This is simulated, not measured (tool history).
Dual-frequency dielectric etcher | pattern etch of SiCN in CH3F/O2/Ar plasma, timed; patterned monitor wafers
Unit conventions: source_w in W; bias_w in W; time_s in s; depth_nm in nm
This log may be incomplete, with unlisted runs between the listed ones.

{"run": 1, "day": 0.0, "source_w": 490, "bias_w": 93, "time_s": 51, "depth_nm": 24.931}
{"run": 2, "day": 0.142, "source_w": 490, "bias_w": 93, "time_s": 47, "depth_nm": 23.138}
{"run": 3, "day": 0.483, "source_w": 490, "bias_w": 93, "time_s": 47, "depth_nm": 23.081}
{"run": 4, "day": 0.779, "source_w": 490, "bias_w": 78, "time_s": 47, "depth_nm": 21.674}
{"run": 5, "day": 0.854, "source_w": 490, "bias_w": 87, "time_s": 47, "depth_nm": 22.564}
{"run": 6, "day": 0.883, "source_w": 540, "bias_w": 87, "time_s": 47, "depth_nm": 23.389}
{"run": 7, "day": 1.029, "source_w": 560, "bias_w": 90, "time_s": 47, "depth_nm": 23.905}
{"run": 8, "day": 1.388, "source_w": 570, "bias_w": 93, "time_s": 47, "depth_nm": 24.311}

Forecast run 9:
{"run": 9, "day": 1.596, "source_w": 580, "bias_w": 96, "time_s": 47, "depth_nm": "?"}

depth_nm: 24.800 nm
